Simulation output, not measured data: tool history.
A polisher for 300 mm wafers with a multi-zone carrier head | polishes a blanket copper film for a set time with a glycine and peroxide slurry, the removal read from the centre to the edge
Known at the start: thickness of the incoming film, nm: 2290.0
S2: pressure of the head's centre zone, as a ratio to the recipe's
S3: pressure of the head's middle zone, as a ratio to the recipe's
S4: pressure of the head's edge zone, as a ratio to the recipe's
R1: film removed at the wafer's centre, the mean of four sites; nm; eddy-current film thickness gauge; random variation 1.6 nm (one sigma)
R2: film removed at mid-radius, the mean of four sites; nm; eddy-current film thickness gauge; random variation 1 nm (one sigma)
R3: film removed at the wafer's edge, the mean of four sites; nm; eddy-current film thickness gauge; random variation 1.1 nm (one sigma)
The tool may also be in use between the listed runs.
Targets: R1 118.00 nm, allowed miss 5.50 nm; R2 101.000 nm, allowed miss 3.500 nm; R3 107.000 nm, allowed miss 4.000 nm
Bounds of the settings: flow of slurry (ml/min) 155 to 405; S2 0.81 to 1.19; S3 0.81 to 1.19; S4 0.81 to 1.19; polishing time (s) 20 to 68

{"run": 1, "hour": 0.0, "flow of slurry (ml/min)": 260, "S2": 1.0, "S3": 1.0, "S4": 1.0, "polishing time (s)": 44, "R1": 164.14, "R2": 164.45, "R3": 163.58}
{"run": 2, "hour": 4.5, "flow of slurry (ml/min)": 260, "S2": 1.04, "S3": 1.0, "S4": 1.0, "polishing time (s)": 44, "R1": 167.56, "R2": 167.05, "R3": 165.45}
{"run": 3, "hour": 13.0, "flow of slurry (ml/min)": 260, "S2": 1.04, "S3": 0.97, "S4": 0.97, "polishing time (s)": 41, "R1": 159.86, "R2": 151.22, "R3": 148.35}
{"run": 4, "hour": 14.2, "flow of slurry (ml/min)": 255, "S2": 1.02, "S3": 0.94, "S4": 0.96, "polishing time (s)": 39, "R1": 150.46, "R2": 137.17, "R3": 139.25}
{"run": 5, "hour": 19.9, "flow of slurry (ml/min)": 255, "S2": 1.02, "S3": 0.94, "S4": 1.03, "polishing time (s)": 39, "R1": 148.04, "R2": 138.17, "R3": 145.11}
{"run": 6, "hour": 24.6, "flow of slurry (ml/min)": 255, "S2": 0.96, "S3": 0.94, "S4": 1.03, "polishing time (s)": 39, "R1": 142.28, "R2": 137.77, "R3": 145.36}
{"run": 7, "hour": 25.6, "flow of slurry (ml/min)": 245, "S2": 1.02, "S3": 0.84, "S4": 0.93, "polishing time (s)": 27, "R1": 101.29, "R2": 84.919, "R3": 94.119}
{"run": 8, "hour": 26.4, "flow of slurry (ml/min)": 255, "S2": 1.04, "S3": 0.86, "S4": 0.95, "polishing time (s)": 27, "R1": 103.85, "R2": 88.897, "R3": 95.624}
{"run": 9, "hour": 34.8, "flow of slurry (ml/min)": 300, "S2": 1.12, "S3": 0.89, "S4": 1.05, "polishing time (s)": 29, "R1": 124.41, "R2": 99.732, "R3": 109.14}

4 next moves are on the table. One of them brings every result within its allowed miss. Which?
{"run": "A", "hour": 43.2, "flow of slurry (ml/min)": 285, "S2": 1.03, "S3": 0.87, "S4": 1.13, "polishing time (s)": 30, "R1": "?", "R2": "?", "R3": "?"}
{"run": "B", "hour": 43.2, "flow of slurry (ml/min)": 265, "S2": 1.1, "S3": 0.93, "S4": 1.02, "polishing time (s)": 29, "R1": "?", "R2": "?", "R3": "?"}
{"run": "C", "hour": 43.2, "flow of slurry (ml/min)": 300, "S2": 1.09, "S3": 0.91, "S4": 1.03, "polishing time (s)": 31, "R1": "?", "R2": "?", "R3": "?"}
{"run": "D", "hour": 43.2, "flow of slurry (ml/min)": 275, "S2": 1.02, "S3": 0.94, "S4": 1.09, "polishing time (s)": 31, "R1": "?", "R2": "?", "R3": "?"}

move=A R1=115.55 R2=102.020 R3=115.550
move=B R1=118.46 R2=103.470 R3=105.470
move=C R1=127.11 R2=109.920 R3=114.340
move=D R1=117.84 R2=112.050 R3=116.830
A: brings the result that was furthest off to its target, and leaves another outside
B: meets every target
C: further off than the last run
D: brings the result that was furthest off to its target, and leaves another outside
Answer: B

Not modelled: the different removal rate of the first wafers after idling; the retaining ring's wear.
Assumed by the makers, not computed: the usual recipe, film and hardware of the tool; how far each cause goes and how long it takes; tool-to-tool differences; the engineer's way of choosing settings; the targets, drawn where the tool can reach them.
